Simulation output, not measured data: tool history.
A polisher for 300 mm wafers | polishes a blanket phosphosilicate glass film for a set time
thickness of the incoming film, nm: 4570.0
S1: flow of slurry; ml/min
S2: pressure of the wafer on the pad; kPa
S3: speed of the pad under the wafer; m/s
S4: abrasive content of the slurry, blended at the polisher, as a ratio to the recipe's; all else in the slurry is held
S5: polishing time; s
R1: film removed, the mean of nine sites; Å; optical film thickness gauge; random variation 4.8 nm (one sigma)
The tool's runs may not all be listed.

| run | hour | S1 | S2 | S3 | S4 | S5 | R1 |
|---|---|---|---|---|---|---|---|
| 1 | 0 | 280 | 19.3 | 1.14 | 1 | 60 | 4754.9 |
| 2 | 6 | 280 | 19.3 | 1.14 | 1 | 62 | 5000 |
| 3 | 9.6 | 280 | 18.6 | 1.14 | 1 | 62 | 4726.6 |
| 4 | 12.7 | 305 | 18.6 | 1.14 | 1 | 62 | 4953.1 |
| 5 | 20.1 | 305 | 18.6 | 1.14 | 1.1 | 62 | 5051.6 |
| 6 | 27.3 | 305 | 18.6 | 1.14 | 1.25 | 62 | 5486.7 |

Forecast run 7:
| 7 | 35.6 | 305 | 17.9 | 1.14 | 1.25 | 62 | ? |

R1: 5121.9 Å
